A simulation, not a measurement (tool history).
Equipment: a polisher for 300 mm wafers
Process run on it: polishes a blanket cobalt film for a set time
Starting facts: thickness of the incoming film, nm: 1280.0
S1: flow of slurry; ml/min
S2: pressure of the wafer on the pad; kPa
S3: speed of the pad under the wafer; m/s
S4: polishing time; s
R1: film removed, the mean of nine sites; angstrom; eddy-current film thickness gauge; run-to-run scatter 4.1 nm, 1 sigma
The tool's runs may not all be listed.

| run | day | S1 | S2 | S3 | S4 | R1 |
|---|---|---|---|---|---|---|
| 1 | 0.000 | 270 | 15.9 | 1.10 | 33 | 2507.4 |
| 2 | 0.200 | 270 | 15.9 | 0.84 | 33 | 1940.6 |
| 3 | 0.254 | 270 | 13.1 | 0.84 | 33 | 1627.9 |
| 4 | 0.608 | 270 | 13.1 | 0.84 | 33 | 1630.3 |
| 5 | 0.958 | 270 | 15.2 | 0.86 | 33 | 1920.7 |
| 6 | 1.025 | 220 | 15.2 | 0.86 | 33 | 1881.3 |
| 7 | 1.333 | 220 | 17.2 | 0.88 | 33 | 2225.7 |

Run 8 has not been measured yet. What should we expect?
| 8 | 1.667 | 220 | 18.6 | 0.88 | 33 | ? |

R1: 2352.9 angstrom

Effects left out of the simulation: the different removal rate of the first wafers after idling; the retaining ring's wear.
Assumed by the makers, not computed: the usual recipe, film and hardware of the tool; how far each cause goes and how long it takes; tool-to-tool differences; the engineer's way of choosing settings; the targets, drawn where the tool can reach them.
